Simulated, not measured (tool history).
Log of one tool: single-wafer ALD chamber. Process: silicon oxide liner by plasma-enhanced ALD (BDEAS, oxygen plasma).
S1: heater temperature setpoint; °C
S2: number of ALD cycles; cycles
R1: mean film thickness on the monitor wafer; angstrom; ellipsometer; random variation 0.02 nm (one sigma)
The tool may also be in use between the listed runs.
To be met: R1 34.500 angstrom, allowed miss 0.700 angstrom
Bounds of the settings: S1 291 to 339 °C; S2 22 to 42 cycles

{"run": 1, "hour": 0.0, "S1": 315, "S2": 32, "R1": 27.974}
{"run": 2, "hour": 1.0, "S1": 321, "S2": 32, "R1": 27.826}
{"run": 3, "hour": 2.3, "S1": 321, "S2": 33, "R1": 28.732}
{"run": 4, "hour": 9.2, "S1": 321, "S2": 36, "R1": 30.967}
{"run": 5, "hour": 18.1, "S1": 313, "S2": 36, "R1": 31.307}
{"run": 6, "hour": 19.4, "S1": 307, "S2": 36, "R1": 31.757}
{"run": 7, "hour": 24.8, "S1": 307, "S2": 37, "R1": 32.24}
{"run": 8, "hour": 29.6, "S1": 307, "S2": 38, "R1": 33.322}

5 next moves are on the table. One of them brings every result within its allowed miss. Which?
{"run": "A", "hour": 34.4, "S1": 305, "S2": 36, "R1": "?"}
{"run": "B", "hour": 34.4, "S1": 305, "S2": 41, "R1": "?"}
{"run": "C", "hour": 34.4, "S1": 301, "S2": 35, "R1": "?"}
{"run": "D", "hour": 34.4, "S1": 303, "S2": 37, "R1": "?"}
{"run": "E", "hour": 34.4, "S1": 305, "S2": 39, "R1": "?"}

move=A R1=31.980
move=B R1=36.422
move=C R1=31.246
move=D R1=32.950
move=E R1=34.645
A: further off than the last run
B: takes the result that was furthest off past its target
C: further off than the last run
D: further off than the last run
E: meets every target
Move E is the one to make.
